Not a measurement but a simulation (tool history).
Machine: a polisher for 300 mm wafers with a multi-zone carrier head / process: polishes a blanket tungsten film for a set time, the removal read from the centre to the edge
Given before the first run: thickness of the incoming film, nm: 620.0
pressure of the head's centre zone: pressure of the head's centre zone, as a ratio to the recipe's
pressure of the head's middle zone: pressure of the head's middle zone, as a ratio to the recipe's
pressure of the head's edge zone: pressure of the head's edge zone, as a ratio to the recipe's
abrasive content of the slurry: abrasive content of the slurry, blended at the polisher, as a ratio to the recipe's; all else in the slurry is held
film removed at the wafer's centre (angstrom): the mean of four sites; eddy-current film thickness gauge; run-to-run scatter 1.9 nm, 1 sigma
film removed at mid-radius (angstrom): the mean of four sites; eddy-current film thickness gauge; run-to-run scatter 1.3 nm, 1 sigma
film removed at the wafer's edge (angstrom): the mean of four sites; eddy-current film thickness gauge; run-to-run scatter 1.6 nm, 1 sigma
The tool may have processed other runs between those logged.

| run | hour | flow of slurry (ml/min) | pressure of the head's centre zone | pressure of the head's middle zone | pressure of the head's edge zone | abrasive content of the slurry | polishing time (s) | film removed at the wafer's centre (angstrom) | film removed at mid-radius (angstrom) | film removed at the wafer's edge (angstrom) |
|---|---|---|---|---|---|---|---|---|---|---|
| 1 | 0.0 | 190 | 1.00 | 1.00 | 1.00 | 1.00 | 36 | 2101.7 | 2119.8 | 2143.0 |
| 2 | 8.2 | 190 | 0.99 | 1.00 | 0.97 | 0.90 | 34 | 1905.8 | 2029.2 | 1983.0 |
| 3 | 13.2 | 190 | 1.00 | 0.99 | 0.95 | 0.85 | 32 | 1821.7 | 1839.8 | 1823.3 |
| 4 | 21.5 | 190 | 0.99 | 0.99 | 0.93 | 0.80 | 30 | 1648.5 | 1700.6 | 1641.0 |
| 5 | 28.3 | 190 | 0.99 | 1.07 | 0.93 | 0.80 | 30 | 1659.1 | 1774.0 | 1637.3 |
| 6 | 34.2 | 190 | 0.99 | 1.07 | 0.93 | 0.80 | 38 | 2145.0 | 2276.4 | 2078.0 |
| 7 | 40.3 | 185 | 0.98 | 1.06 | 0.92 | 0.75 | 36 | 1935.1 | 2111.2 | 1995.1 |
| 8 | 43.8 | 185 | 0.98 | 1.06 | 0.92 | 0.75 | 36 | 1987.2 | 2102.7 | 1937.2 |
| 9 | 50.7 | 185 | 0.97 | 1.05 | 0.91 | 0.70 | 34 | 1805.2 | 1978.4 | 1788.3 |

Expected results for the next run?
| 10 | 59.3 | 180 | 0.96 | 1.03 | 0.91 | 0.65 | 32 | ? | ? | ? |

Run 10 yielded film removed at the wafer's centre (angstrom) 1667.5, film removed at mid-radius (angstrom) 1778.6, film removed at the wafer's edge (angstrom) 1668.4.
